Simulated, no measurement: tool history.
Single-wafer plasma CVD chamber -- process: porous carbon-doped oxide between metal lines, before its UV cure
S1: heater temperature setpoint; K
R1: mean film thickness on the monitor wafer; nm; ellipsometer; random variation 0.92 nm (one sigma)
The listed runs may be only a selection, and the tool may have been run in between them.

{"run": 1, "day": 0.0, "S1": 583.15, "RF power (W)": 495, "deposition time (s)": 31.3, "R1": 150.64}
{"run": 2, "day": 0.354, "S1": 581.15, "RF power (W)": 505, "deposition time (s)": 31.3, "R1": 154.88}
{"run": 3, "day": 0.5, "S1": 581.15, "RF power (W)": 475, "deposition time (s)": 31.3, "R1": 151.39}
{"run": 4, "day": 0.738, "S1": 579.15, "RF power (W)": 480, "deposition time (s)": 31.3, "R1": 153.84}
{"run": 5, "day": 0.788, "S1": 577.15, "RF power (W)": 485, "deposition time (s)": 31.3, "R1": 155.21}
{"run": 6, "day": 0.912, "S1": 575.15, "RF power (W)": 495, "deposition time (s)": 31.4, "R1": 160.14}
{"run": 7, "day": 1.217, "S1": 573.15, "RF power (W)": 500, "deposition time (s)": 31.4, "R1": 162.44}
{"run": 8, "day": 1.279, "S1": 573.15, "RF power (W)": 500, "deposition time (s)": 31.4, "R1": 162.38}

For run 9, what comes out?
{"run": 9, "day": 1.612, "S1": 572.15, "RF power (W)": 505, "deposition time (s)": 31.4, "R1": "?"}

For run 9 the tool returned R1 163.74 nm.
